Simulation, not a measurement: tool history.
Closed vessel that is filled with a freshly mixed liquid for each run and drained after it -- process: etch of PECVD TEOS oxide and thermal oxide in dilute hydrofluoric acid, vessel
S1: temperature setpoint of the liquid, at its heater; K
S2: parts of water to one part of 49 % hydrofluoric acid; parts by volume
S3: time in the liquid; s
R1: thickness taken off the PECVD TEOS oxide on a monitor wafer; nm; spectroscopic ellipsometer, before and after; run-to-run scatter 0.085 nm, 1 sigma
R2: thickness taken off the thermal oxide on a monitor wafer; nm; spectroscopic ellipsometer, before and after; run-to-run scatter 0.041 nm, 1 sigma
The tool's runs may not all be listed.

run	hour	S1	S2	S3	R1	R2
1	0	298.15	265	180	8.5528	2.4871
2	7.3	295.65	265	180	7.8099	2.2626
3	16.1	295.65	180	180	12.576	3.6014
4	23.6	292.65	180	180	11.215	3.2309
5	29.2	293.15	180	180	11.347	3.3115
6	35.7	293.65	180	180	11.608	3.4175
7	37.9	294.15	180	180	11.864	3.4427
8	41.5	294.65	180	180	12.085	3.5281
9	42.5	295.15	180	180	12.405	3.59

Run 10 has not been measured yet. What should we expect?
10	49	296.15	180	180	?	?

R1: 12.853 nm
R2: 3.7573 nm
